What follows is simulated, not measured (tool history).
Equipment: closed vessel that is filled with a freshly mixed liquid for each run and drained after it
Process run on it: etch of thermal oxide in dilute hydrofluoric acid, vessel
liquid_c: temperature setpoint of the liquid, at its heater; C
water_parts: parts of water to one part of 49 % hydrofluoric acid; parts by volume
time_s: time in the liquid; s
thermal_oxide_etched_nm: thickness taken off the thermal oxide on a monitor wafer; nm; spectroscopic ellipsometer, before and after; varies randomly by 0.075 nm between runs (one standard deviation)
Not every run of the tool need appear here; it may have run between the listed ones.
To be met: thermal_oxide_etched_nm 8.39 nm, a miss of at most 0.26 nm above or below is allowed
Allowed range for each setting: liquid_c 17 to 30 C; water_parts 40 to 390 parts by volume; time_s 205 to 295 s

| run | hour | liquid_c | water_parts | time_s | thermal_oxide_etched_nm |
|---|---|---|---|---|---|
| 1 | 0 | 22 | 215 | 295 | 5.9846 |
| 2 | 2.2 | 22 | 215 | 295 | 5.9008 |
| 3 | 11.3 | 22 | 280 | 295 | 4.2662 |
| 4 | 15.5 | 25 | 280 | 295 | 4.8 |
| 5 | 22.1 | 25 | 345 | 295 | 3.5624 |
| 6 | 31.3 | 25 | 390 | 295 | 3.0415 |
| 7 | 39.2 | 26 | 355 | 295 | 3.5378 |
| 8 | 46.5 | 26.5 | 325 | 295 | 4.1426 |
| 9 | 51 | 27 | 300 | 295 | 4.5741 |
| 10 | 59.7 | 27.5 | 280 | 295 | 5.1684 |
| 11 | 61.7 | 30 | 195 | 295 | 8.9134 |

Which one of the following 4 next-run settings gets every result inside its allowed miss? There is exactly one.
| A | 63.7 | 29 | 210 | 295 | ? |
| B | 63.7 | 29 | 200 | 295 | ? |
| C | 63.7 | 30 | 220 | 295 | ? |
| D | 63.7 | 30 | 180 | 235 | ? |

| move | thermal_oxide_etched_nm |
|---|---|
| A | 7.8408 |
| B | 8.3367 |
| C | 7.6428 |
| D | 7.835 |
A: the result that was furthest off in the last run now lies on the other side of its target
B: all results land within tolerance of their targets
C: the result that was furthest off in the last run now lies on the other side of its target
D: the result that was furthest off in the last run now lies on the other side of its target
The right move is B.
